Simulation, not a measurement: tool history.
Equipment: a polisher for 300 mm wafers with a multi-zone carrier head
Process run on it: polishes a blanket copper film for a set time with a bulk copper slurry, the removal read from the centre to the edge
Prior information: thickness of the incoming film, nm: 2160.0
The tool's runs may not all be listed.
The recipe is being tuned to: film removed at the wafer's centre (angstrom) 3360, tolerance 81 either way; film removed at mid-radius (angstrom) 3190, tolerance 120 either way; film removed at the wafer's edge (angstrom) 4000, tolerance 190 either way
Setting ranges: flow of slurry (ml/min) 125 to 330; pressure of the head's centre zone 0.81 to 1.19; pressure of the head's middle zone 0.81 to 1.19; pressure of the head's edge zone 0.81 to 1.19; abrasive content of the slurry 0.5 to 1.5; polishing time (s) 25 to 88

run  hour  flow of slurry (ml/min)  pressure of the head's centre zone  pressure of the head's middle zone  pressure of the head's edge zone  abrasive content of the slurry  polishing time (s)  film removed at the wafer's centre (angstrom)  film removed at mid-radius (angstrom)  film removed at the wafer's edge (angstrom)
  1     0                      210                                   1                                   1                                 1                               1                  56                                         6524.7                                   6491                                       6872.5
  2   3.8                      210                                0.95                                   1                                 1                               1                  56                                         6330.4                                 6457.5                                       6698.7
  3   8.6                      200                                0.92                                0.96                              1.02                             0.9                  52                                         5540.6                                 5697.4                                       6169.7
  4  11.3                      155                                0.92                                0.96                              1.02                             0.9                  52                                         5307.6                                 5520.3                                       6027.8
  5  19.5                      155                                0.92                                0.96                              0.99                             0.9                  52                                         5291.9                                 5468.1                                       5859.6
  6  23.8                      125                                0.92                                0.96                              0.99                             0.9                  52                                         5048.9                                 5330.3                                       5655.3
  7  29.5                      125                                0.91                                0.93                                 1                            0.85                  48                                         4576.5                                 4594.8                                       5132.5
  8  33.5                      125                                0.89                                0.91                                 1                             0.8                  47                                         4337.4                                 4533.7                                       4986.2
  9  36.1                      125                                0.89                                0.89                              1.02                            0.75                  45                                         4142.1                                 4182.2                                       4905.7
     43.2  -- slurry nozzle cleaned
 10  43.2                      125                                0.89                                0.88                              1.02                             0.7                  43                                         4196.3                                 4254.7                                       4791.1
 11  50.4                      125                                0.88                                0.87                                 1                             0.8                  42                                         4181.6                                 4226.8                                       4691.8

Exercise: of the 5 proposed moves below, exactly one satisfies all targets within the stated allowed misses. Which move is it?
  A  57.6                      125                                0.81                                0.81                              1.07                             0.5                  37                                              ?                                      ?                                            ?
  B  57.6                      125                                0.81                                0.81                              1.08                             0.6                  36                                              ?                                      ?                                            ?
  C  57.6                      145                                0.86                                0.92                              0.89                            0.65                  35                                              ?                                      ?                                            ?
  D  57.6                      125                                0.89                                0.87                              1.17                             0.6                  34                                              ?                                      ?                                            ?
  E  57.6                      235                                0.88                                0.82                              1.16                             0.5                  34                                              ?                                      ?                                            ?

move  film removed at the wafer's centre (angstrom)  film removed at mid-radius (angstrom)  film removed at the wafer's edge (angstrom)
   A                                         3156.9                                 3233.9                                       3996.2
   B                                         3174.9                                 3252.3                                       4037.8
   C                                         3350.3                                 3568.6                                       3680.5
   D                                         3214.6                                 3220.5                                       3970.1
   E                                         3358.3                                 3232.3                                       4045.6
A: takes the biggest miss from the last run beyond its target
B: takes the biggest miss from the last run beyond its target
C: brings the last run's worst result on target, with another outside its allowed miss
D: takes the biggest miss from the last run beyond its target
E: every result within its allowed miss
Move E is the one to make.
